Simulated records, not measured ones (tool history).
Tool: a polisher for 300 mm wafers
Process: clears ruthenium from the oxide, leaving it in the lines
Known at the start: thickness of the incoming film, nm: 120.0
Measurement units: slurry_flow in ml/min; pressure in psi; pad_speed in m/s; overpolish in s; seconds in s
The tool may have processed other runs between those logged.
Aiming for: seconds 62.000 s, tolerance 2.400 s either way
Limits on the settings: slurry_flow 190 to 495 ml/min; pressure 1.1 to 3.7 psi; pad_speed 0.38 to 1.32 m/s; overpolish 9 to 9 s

run,hour,slurry_flow,pressure,pad_speed,overpolish,seconds
1,0.0,320,2.4,0.84,9,93.821
2,8.3,320,2.6,0.84,9,85.192
3,15.1,320,2.8,0.84,9,81.103
4,20.9,320,2.8,0.84,9,81.160
5,29.8,320,3.0,0.84,9,75.147
6,33.4,320,3.0,0.72,9,88.356
7,37.2,320,3.2,0.74,9,82.185
8,42.5,320,3.3,0.76,9,74.817
9,51.1,320,3.4,0.76,9,74.876

Of the 4 settings listed for the next run, only one would bring every result within its allowed miss of target. Which one?
A,59.7,305,3.6,0.80,9,?
B,59.7,325,3.5,0.80,9,?
C,59.7,200,3.3,0.90,9,?
D,59.7,370,3.7,0.84,9,?

move,seconds
A,68.132
B,69.628
C,68.083
D,62.546
A: moves toward the targets from the last run without getting all of them in spec
B: moves toward the targets from the last run without getting all of them in spec
C: moves toward the targets from the last run without getting all of them in spec
D: in spec on every target
So the answer is move D, the one that meets all the targets.
